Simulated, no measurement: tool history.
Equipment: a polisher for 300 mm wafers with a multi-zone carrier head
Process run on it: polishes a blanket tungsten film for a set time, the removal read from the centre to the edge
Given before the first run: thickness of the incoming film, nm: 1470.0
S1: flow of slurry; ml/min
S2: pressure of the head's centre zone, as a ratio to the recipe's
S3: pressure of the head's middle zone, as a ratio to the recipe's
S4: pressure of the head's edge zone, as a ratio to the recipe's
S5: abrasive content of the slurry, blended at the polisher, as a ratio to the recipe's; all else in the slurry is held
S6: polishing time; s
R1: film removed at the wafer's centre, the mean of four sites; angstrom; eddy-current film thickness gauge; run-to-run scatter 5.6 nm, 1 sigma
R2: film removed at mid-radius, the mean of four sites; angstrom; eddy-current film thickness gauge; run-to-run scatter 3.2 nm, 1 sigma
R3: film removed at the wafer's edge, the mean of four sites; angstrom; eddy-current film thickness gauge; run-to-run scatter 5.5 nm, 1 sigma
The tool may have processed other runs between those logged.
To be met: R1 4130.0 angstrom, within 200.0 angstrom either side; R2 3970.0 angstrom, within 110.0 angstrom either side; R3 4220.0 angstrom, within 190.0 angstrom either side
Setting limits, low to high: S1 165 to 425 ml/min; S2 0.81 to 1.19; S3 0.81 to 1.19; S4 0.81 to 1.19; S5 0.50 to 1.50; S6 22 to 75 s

run  hour   S1    S2    S3    S4    S5  S6      R1      R2      R3
  1   0.0  275  1.00  1.00  1.00  1.00  48  2904.1  2992.6  2730.3
  2   5.6  275  1.00  0.99  1.02  1.05  50  3126.6  3071.4  2949.0
  3   6.1  275  1.00  0.99  1.02  0.95  50  3015.7  2990.2  2859.8
  4  10.5  275  1.00  0.99  1.04  1.00  51  3064.8  3086.7  2955.0
  5  17.5  275  1.00  1.06  1.04  1.00  51  3029.6  3236.5  3021.4
  6  19.7  275  1.00  1.06  1.04  1.15  51  3273.8  3374.4  3034.1
  7  20.5  270  0.99  1.05  1.06  1.20  53  3325.4  3481.1  3141.7
  8  26.2  275  0.99  1.04  1.08  1.20  55  3333.9  3624.4  3419.9
  9  34.1  310  1.09  1.01  1.18  1.45  56  4075.4  3764.8  3770.5
     42.4  -- edge zone pressure recalibrated
 10  42.4  310  1.08  1.00  1.18  1.45  57  3957.0  3780.3  4132.3

5 next moves are on the table. One of them brings every result within its allowed miss. Which?
  A  50.7  270  1.09  0.89  1.15  1.35  61   ?   ?   ?
  B  50.7  355  1.15  0.95  1.19  1.35  54   ?   ?   ?
  C  50.7  345  1.07  1.00  1.16  1.50  58   ?   ?   ?
  D  50.7  300  1.07  0.91  1.12  1.35  59   ?   ?   ?
  E  50.7  265  1.01  1.10  1.18  1.50  55   ?   ?   ?

move      R1      R2      R3
   A  4222.1  3563.3  4135.0
   B  4016.8  3424.1  3803.9
   C  4168.8  3920.2  4114.1
   D  4080.5  3552.9  3980.2
   E  3675.0  3921.8  3848.6
A: misses by more than the last run did
B: misses by more than the last run did
C: all results land within tolerance of their targets
D: misses by more than the last run did
E: the worst result of the last run now meets its target, but another is out of spec
C meets every target.

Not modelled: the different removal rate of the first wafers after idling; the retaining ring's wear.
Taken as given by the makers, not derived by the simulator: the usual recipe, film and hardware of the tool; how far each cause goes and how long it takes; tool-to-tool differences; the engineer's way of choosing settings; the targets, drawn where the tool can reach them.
